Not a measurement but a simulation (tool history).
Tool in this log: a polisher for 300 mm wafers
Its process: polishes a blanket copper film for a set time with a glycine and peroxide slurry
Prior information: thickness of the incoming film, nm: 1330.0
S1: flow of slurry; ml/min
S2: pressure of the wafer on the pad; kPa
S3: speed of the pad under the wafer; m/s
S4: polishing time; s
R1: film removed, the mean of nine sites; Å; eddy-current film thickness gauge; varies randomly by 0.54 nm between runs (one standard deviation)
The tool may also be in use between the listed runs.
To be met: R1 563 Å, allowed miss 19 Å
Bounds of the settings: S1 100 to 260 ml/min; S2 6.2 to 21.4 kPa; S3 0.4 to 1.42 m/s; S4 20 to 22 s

{"run": 1, "hour": 0.0, "S1": 165, "S2": 13.8, "S3": 0.9, "S4": 22, "R1": 1084.6}
{"run": 2, "hour": 6.0, "S1": 165, "S2": 13.8, "S3": 0.8, "S4": 22, "R1": 980.63}
{"run": 3, "hour": 9.0, "S1": 165, "S2": 11.7, "S3": 0.8, "S4": 22, "R1": 905.97}
{"run": 4, "hour": 9.6, "S1": 145, "S2": 11.7, "S3": 0.8, "S4": 22, "R1": 863.88}
{"run": 5, "hour": 14.4, "S1": 135, "S2": 10.3, "S3": 0.76, "S4": 22, "R1": 779.95}
{"hour": 15.2, "done": "head pressure recalibrated"}
{"run": 6, "hour": 15.2, "S1": 135, "S2": 10.3, "S3": 0.76, "S4": 22, "R1": 742.98}
{"run": 7, "hour": 22.7, "S1": 125, "S2": 9, "S3": 0.76, "S4": 22, "R1": 688.15}
{"run": 8, "hour": 28.6, "S1": 120, "S2": 8.3, "S3": 0.76, "S4": 22, "R1": 666.07}
{"run": 9, "hour": 29.8, "S1": 115, "S2": 7.6, "S3": 0.74, "S4": 22, "R1": 614.51}
{"run": 10, "hour": 30.8, "S1": 115, "S2": 6.9, "S3": 0.74, "S4": 22, "R1": 601.81}

Below are 4 possible settings for the next run. Only one of them brings all results inside the allowed miss of their targets. Which is it?
{"run": "A", "hour": 31.8, "S1": 130, "S2": 7.6, "S3": 0.8, "S4": 21, "R1": "?"}
{"run": "B", "hour": 31.8, "S1": 110, "S2": 8.3, "S3": 0.7, "S4": 20, "R1": "?"}
{"run": "C", "hour": 31.8, "S1": 100, "S2": 8.3, "S3": 0.84, "S4": 20, "R1": "?"}
{"run": "D", "hour": 31.8, "S1": 100, "S2": 7.6, "S3": 0.78, "S4": 21, "R1": "?"}

move=A R1=636.6
move=B R1=566.39
move=C R1=629.05
move=D R1=606.51
A: lands further from the targets than the last run did
B: all results land within tolerance of their targets
C: lands further from the targets than the last run did
D: lands further from the targets than the last run did
B meets every target.

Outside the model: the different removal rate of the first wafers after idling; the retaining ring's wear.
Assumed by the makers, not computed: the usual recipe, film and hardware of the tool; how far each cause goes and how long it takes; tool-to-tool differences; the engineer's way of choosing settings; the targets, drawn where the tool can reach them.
